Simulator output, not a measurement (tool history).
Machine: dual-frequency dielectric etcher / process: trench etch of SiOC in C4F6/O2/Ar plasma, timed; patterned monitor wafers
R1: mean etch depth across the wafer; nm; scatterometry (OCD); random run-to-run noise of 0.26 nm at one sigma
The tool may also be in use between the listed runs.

Run 1, hour 0.0: source power (W) 280, bias power (W) 254, etch time (s) 22. Result: R1 52.797 nm.
Run 2, hour 0.6: source power (W) 270, bias power (W) 251, etch time (s) 22. Result: R1 52.792 nm.
Run 3, hour 6.4: source power (W) 260, bias power (W) 243, etch time (s) 22. Result: R1 51.509 nm.
Run 4, hour 8.0: source power (W) 260, bias power (W) 277, etch time (s) 22. Result: R1 53.914 nm.
Run 5, hour 16.1: source power (W) 250, bias power (W) 269, etch time (s) 22. Result: R1 53.095 nm.
Run 6, hour 23.7: source power (W) 250, bias power (W) 240, etch time (s) 22. Result: R1 50.795 nm.
Run 7, hour 29.4: source power (W) 240, bias power (W) 236, etch time (s) 22. Result: R1 50.757 nm.
Run 8, hour 32.6: source power (W) 230, bias power (W) 228, etch time (s) 22. Result: R1 49.232 nm.
Run 9, hour 37.4: source power (W) 230, bias power (W) 226, etch time (s) 22. Result: R1 48.694 nm.
Run 10, hour 41.7: source power (W) 230, bias power (W) 225, etch time (s) 22. Result: R1 48.786 nm.
Run 11, hour 46.2: source power (W) 230, bias power (W) 224, etch time (s) 22. Result: R1 48.435 nm.

The next listed run, before its measurement:
Run 12, hour 50.5: source power (W) 230, bias power (W) 223, etch time (s) 22. Result: R1 ?.

Run 12 came out at R1 48.503 nm.
